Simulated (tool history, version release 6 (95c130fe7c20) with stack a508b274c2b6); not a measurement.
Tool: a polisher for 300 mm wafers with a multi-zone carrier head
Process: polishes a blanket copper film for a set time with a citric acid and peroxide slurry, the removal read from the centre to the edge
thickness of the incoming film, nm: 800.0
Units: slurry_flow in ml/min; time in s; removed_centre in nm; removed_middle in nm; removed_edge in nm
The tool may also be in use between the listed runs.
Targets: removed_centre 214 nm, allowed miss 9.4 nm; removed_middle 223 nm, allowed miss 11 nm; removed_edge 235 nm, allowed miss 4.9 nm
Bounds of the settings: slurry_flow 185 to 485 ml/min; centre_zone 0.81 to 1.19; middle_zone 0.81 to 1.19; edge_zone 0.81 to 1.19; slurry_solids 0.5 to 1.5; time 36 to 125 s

| run | hour | slurry_flow | centre_zone | middle_zone | edge_zone | slurry_solids | time | removed_centre | removed_middle | removed_edge |
|---|---|---|---|---|---|---|---|---|---|---|
| 1 | 0 | 310 | 1 | 1 | 1 | 1 | 80 | 183.35 | 187.3 | 189.81 |
| 2 | 1.3 | 310 | 1 | 1.04 | 1 | 1 | 80 | 186.27 | 191.12 | 186.97 |
| 3 | 5.8 | 310 | 1 | 1.04 | 1 | 0.9 | 80 | 187.13 | 188.13 | 183.74 |
| 4 | 7.7 | 365 | 1 | 1.04 | 1 | 0.9 | 80 | 184.81 | 192.14 | 185.64 |
| 5 | 8.5 | 365 | 1.01 | 1.04 | 1.03 | 1 | 81 | 201.46 | 194.24 | 195.18 |
| 6 | 13.8 | 365 | 0.99 | 1.05 | 1.04 | 1.1 | 82 | 196.4 | 211.8 | 201.24 |
| 7 | 22.6 | 365 | 0.99 | 1.04 | 1.07 | 1.15 | 82 | 200.97 | 206.69 | 206.45 |
| 8 | 30.9 | 365 | 0.99 | 1.04 | 1.09 | 1.2 | 82 | 195.22 | 207.29 | 209.19 |
| 9 | 33.6 | 365 | 0.99 | 1.04 | 1.09 | 1.2 | 82 | 200.67 | 207.1 | 209.08 |
| 10 | 39.7 | 370 | 0.99 | 1.04 | 1.11 | 1.25 | 82 | 201.75 | 208.56 | 214.57 |
| 11 | 42 | 375 | 0.99 | 1.04 | 1.12 | 1.3 | 82 | 205.5 | 208.98 | 216.35 |
| 12 | 47.7 | 380 | 0.99 | 1.04 | 1.13 | 1.35 | 82 | 205.97 | 214.6 | 219.25 |
| 13 | 53.9 | 385 | 0.99 | 1.04 | 1.14 | 1.4 | 82 | 210.52 | 215.07 | 224.33 |
| 14 | 56.3 | 410 | 0.98 | 1.07 | 1.19 | 1.45 | 82 | 209.26 | 222.73 | 228.8 |

5 next moves are on the table. One of them brings every result within its allowed miss. Which?
| A | 58.7 | 355 | 0.92 | 1 | 1.19 | 1.45 | 84 | ? | ? | ? |
| B | 58.7 | 390 | 0.98 | 1.18 | 1.19 | 1.4 | 79 | ? | ? | ? |
| C | 58.7 | 395 | 0.97 | 1.05 | 1.17 | 1.5 | 84 | ? | ? | ? |
| D | 58.7 | 350 | 1.07 | 1.04 | 1.17 | 1.4 | 82 | ? | ? | ? |
| E | 58.7 | 480 | 0.97 | 1.01 | 1.16 | 1.15 | 84 | ? | ? | ? |

| move | removed_centre | removed_middle | removed_edge |
|---|---|---|---|
| A | 198.98 | 211.36 | 233.33 |
| B | 199.87 | 228.96 | 218.58 |
| C | 213.38 | 223.64 | 234.25 |
| D | 224.32 | 211.35 | 223.82 |
| E | 205.06 | 207.75 | 223.36 |
A: brings the result that was furthest off to its target, and leaves another outside
B: further off than the last run
C: meets every target
D: further off than the last run
E: further off than the last run
Answer: C
